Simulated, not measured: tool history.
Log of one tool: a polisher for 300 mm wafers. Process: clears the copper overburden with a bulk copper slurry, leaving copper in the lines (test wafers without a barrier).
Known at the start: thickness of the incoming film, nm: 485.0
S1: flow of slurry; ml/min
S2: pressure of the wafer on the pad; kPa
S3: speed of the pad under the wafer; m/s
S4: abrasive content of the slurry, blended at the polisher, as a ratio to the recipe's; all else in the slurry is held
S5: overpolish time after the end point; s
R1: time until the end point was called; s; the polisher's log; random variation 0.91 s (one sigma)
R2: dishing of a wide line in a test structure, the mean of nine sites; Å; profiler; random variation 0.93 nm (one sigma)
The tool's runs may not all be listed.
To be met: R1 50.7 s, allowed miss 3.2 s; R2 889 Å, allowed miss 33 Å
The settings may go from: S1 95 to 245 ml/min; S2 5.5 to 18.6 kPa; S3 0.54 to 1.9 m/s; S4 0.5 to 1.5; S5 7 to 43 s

{"run": 1, "day": 0.0, "S1": 155, "S2": 11.7, "S3": 1.22, "S4": 1, "S5": 22, "R1": 74.784, "R2": 757.33}
{"run": 2, "day": 0.138, "S1": 160, "S2": 12.4, "S3": 1.24, "S4": 1, "S5": 21, "R1": 68.989, "R2": 774.72}
{"run": 3, "day": 0.492, "S1": 185, "S2": 12.4, "S3": 1.24, "S4": 1, "S5": 21, "R1": 67.414, "R2": 782.69}
{"run": 4, "day": 0.633, "S1": 150, "S2": 12.4, "S3": 1.24, "S4": 1, "S5": 21, "R1": 69.251, "R2": 783.97}
{"run": 5, "day": 0.854, "S1": 150, "S2": 11, "S3": 1.24, "S4": 1, "S5": 21, "R1": 77.932, "R2": 700.88}
{"run": 6, "day": 1.179, "S1": 175, "S2": 11, "S3": 1.24, "S4": 1, "S5": 21, "R1": 73.996, "R2": 716.68}
{"run": 7, "day": 1.421, "S1": 180, "S2": 11.7, "S3": 1.26, "S4": 1, "S5": 20, "R1": 72.006, "R2": 746.76}
{"run": 8, "day": 1.517, "S1": 180, "S2": 11.7, "S3": 1.26, "S4": 1, "S5": 20, "R1": 72.643, "R2": 736.36}
{"run": 9, "day": 1.871, "S1": 180, "S2": 12.4, "S3": 1.28, "S4": 1, "S5": 19, "R1": 67.07, "R2": 750.36}
{"run": 10, "day": 2.058, "S1": 180, "S2": 13.1, "S3": 1.3, "S4": 1, "S5": 19, "R1": 60.923, "R2": 780.88}
{"run": 11, "day": 2.392, "S1": 180, "S2": 13.1, "S3": 1.3, "S4": 1, "S5": 19, "R1": 60.225, "R2": 769.55}
{"run": 12, "day": 2.638, "S1": 180, "S2": 13.8, "S3": 1.3, "S4": 1, "S5": 19, "R1": 56.629, "R2": 830.87}
{"run": 13, "day": 2.771, "S1": 180, "S2": 14.5, "S3": 1.3, "S4": 1, "S5": 19, "R1": 55.88, "R2": 850.79}

4 next moves are on the table. One of them brings every result within its allowed miss. Which?
{"run": "A", "day": 2.904, "S1": 170, "S2": 14.5, "S3": 1.44, "S4": 0.95, "S5": 16, "R1": "?", "R2": "?"}
{"run": "B", "day": 2.904, "S1": 160, "S2": 13.1, "S3": 1.16, "S4": 1, "S5": 27, "R1": "?", "R2": "?"}
{"run": "C", "day": 2.904, "S1": 150, "S2": 15.2, "S3": 1.36, "S4": 1, "S5": 15, "R1": "?", "R2": "?"}
{"run": "D", "day": 2.904, "S1": 130, "S2": 15.2, "S3": 1.44, "S4": 0.9, "S5": 19, "R1": "?", "R2": "?"}

move=A R1=51.936 R2=815.01
move=B R1=70.582 R2=894.06
move=C R1=53.044 R2=781.32
move=D R1=52.041 R2=902.47
A: brings the result that was furthest off to its target, and leaves another outside
B: further off than the last run
C: brings the result that was furthest off to its target, and leaves another outside
D: meets every target
The right move is D.

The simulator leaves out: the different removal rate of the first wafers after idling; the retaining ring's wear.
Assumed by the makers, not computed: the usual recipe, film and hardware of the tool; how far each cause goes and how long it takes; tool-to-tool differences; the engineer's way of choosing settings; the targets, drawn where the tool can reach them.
